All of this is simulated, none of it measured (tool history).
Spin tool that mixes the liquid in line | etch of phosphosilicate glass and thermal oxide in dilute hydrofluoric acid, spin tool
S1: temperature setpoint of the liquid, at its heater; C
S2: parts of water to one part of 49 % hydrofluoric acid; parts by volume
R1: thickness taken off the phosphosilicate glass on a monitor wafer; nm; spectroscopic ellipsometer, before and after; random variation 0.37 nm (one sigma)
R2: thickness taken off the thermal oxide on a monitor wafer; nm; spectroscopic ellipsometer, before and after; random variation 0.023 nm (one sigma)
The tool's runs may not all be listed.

run 1 hour=0 | S1=21 S2=115 time_under_the_liquid_(s)=65 | R1=61.383 R2=2.4962
run 2 hour=4.1 | S1=21 S2=85 time_under_the_liquid_(s)=65 | R1=84.862 R2=3.4777
run 3 hour=8.7 | S1=20 S2=95 time_under_the_liquid_(s)=65 | R1=71.207 R2=2.9734
run 4 hour=12.7 | S1=19.5 S2=105 time_under_the_liquid_(s)=65 | R1=63.095 R2=2.6335
run 5 hour=19.7 | S1=19.5 S2=60 time_under_the_liquid_(s)=65 | R1=117.81 R2=4.7756
run 6 hour=25.4 | S1=19 S2=80 time_under_the_liquid_(s)=65 | R1=83.234 R2=3.4073

Run 7 comes next. What will it give?
run 7 hour=30.1 | S1=18.5 S2=90 time_under_the_liquid_(s)=65 | R1=? R2=?

R1: 72.498 nm
R2: 3.0182 nm
